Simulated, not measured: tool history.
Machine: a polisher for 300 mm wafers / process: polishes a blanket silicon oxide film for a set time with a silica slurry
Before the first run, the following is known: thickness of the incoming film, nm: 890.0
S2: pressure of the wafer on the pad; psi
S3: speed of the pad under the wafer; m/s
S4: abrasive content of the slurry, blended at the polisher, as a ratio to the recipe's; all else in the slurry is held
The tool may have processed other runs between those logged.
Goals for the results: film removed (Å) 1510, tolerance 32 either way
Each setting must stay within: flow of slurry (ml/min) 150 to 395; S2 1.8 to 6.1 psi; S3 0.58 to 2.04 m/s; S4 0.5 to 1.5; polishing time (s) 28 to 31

{"run": 1, "hour": 0.0, "flow of slurry (ml/min)": 250, "S2": 3.9, "S3": 1.3, "S4": 1, "polishing time (s)": 31, "film removed (Å)": 1027.1}
{"run": 2, "hour": 2.5, "flow of slurry (ml/min)": 255, "S2": 4.2, "S3": 1.3, "S4": 1, "polishing time (s)": 31, "film removed (Å)": 1097.8}
{"run": 3, "hour": 5.1, "flow of slurry (ml/min)": 260, "S2": 4.5, "S3": 1.3, "S4": 1, "polishing time (s)": 31, "film removed (Å)": 1201.7}
{"run": 4, "hour": 8.0, "flow of slurry (ml/min)": 280, "S2": 4.5, "S3": 1.3, "S4": 1, "polishing time (s)": 31, "film removed (Å)": 1193.7}
{"run": 5, "hour": 14.8, "flow of slurry (ml/min)": 280, "S2": 4.7, "S3": 1.3, "S4": 1, "polishing time (s)": 31, "film removed (Å)": 1247.7}
{"run": 6, "hour": 18.9, "flow of slurry (ml/min)": 255, "S2": 4.7, "S3": 1.3, "S4": 1, "polishing time (s)": 31, "film removed (Å)": 1247.8}
{"run": 7, "hour": 20.7, "flow of slurry (ml/min)": 255, "S2": 4.8, "S3": 1.3, "S4": 1, "polishing time (s)": 31, "film removed (Å)": 1251.5}
{"run": 8, "hour": 26.9, "flow of slurry (ml/min)": 270, "S2": 4.9, "S3": 1.3, "S4": 1, "polishing time (s)": 31, "film removed (Å)": 1284.4}
{"run": 9, "hour": 32.7, "flow of slurry (ml/min)": 270, "S2": 5, "S3": 1.3, "S4": 1, "polishing time (s)": 31, "film removed (Å)": 1330.4}
{"run": 10, "hour": 37.2, "flow of slurry (ml/min)": 275, "S2": 5.1, "S3": 1.3, "S4": 1, "polishing time (s)": 31, "film removed (Å)": 1339.4}
{"run": 11, "hour": 40.2, "flow of slurry (ml/min)": 275, "S2": 5.2, "S3": 1.3, "S4": 1, "polishing time (s)": 31, "film removed (Å)": 1380.2}
{"run": 12, "hour": 48.4, "flow of slurry (ml/min)": 275, "S2": 5.2, "S3": 1.3, "S4": 1, "polishing time (s)": 31, "film removed (Å)": 1380.8}
{"run": 13, "hour": 54.5, "flow of slurry (ml/min)": 275, "S2": 5.3, "S3": 1.3, "S4": 1, "polishing time (s)": 31, "film removed (Å)": 1395.8}
{"run": 14, "hour": 61.1, "flow of slurry (ml/min)": 275, "S2": 5.4, "S3": 1.3, "S4": 1, "polishing time (s)": 31, "film removed (Å)": 1404.5}
{"run": 15, "hour": 63.0, "flow of slurry (ml/min)": 280, "S2": 5.5, "S3": 1.3, "S4": 1, "polishing time (s)": 31, "film removed (Å)": 1469.2}

Which one of the following 5 next-run settings gets every result inside its allowed miss? There is exactly one.
{"run": "A", "hour": 64.9, "flow of slurry (ml/min)": 305, "S2": 5.4, "S3": 1.52, "S4": 1, "polishing time (s)": 30, "film removed (Å)": "?"}
{"run": "B", "hour": 64.9, "flow of slurry (ml/min)": 255, "S2": 5.8, "S3": 1.44, "S4": 1.2, "polishing time (s)": 28, "film removed (Å)": "?"}
{"run": "C", "hour": 64.9, "flow of slurry (ml/min)": 150, "S2": 6, "S3": 1.34, "S4": 1, "polishing time (s)": 31, "film removed (Å)": "?"}
{"run": "D", "hour": 64.9, "flow of slurry (ml/min)": 235, "S2": 5.2, "S3": 1.66, "S4": 0.95, "polishing time (s)": 29, "film removed (Å)": "?"}
{"run": "E", "hour": 64.9, "flow of slurry (ml/min)": 300, "S2": 5.9, "S3": 1.34, "S4": 1, "polishing time (s)": 31, "film removed (Å)": "?"}

move=A film_removed_(Å)=1590.3
move=B film_removed_(Å)=1579.1
move=C film_removed_(Å)=1450.1
move=D film_removed_(Å)=1509.4
move=E film_removed_(Å)=1617.1
A: the result that was furthest off in the last run now lies on the other side of its target
B: the result that was furthest off in the last run now lies on the other side of its target
C: further off than the last run
D: meets every target
E: the result that was furthest off in the last run now lies on the other side of its target
Go with D: it meets all targets.
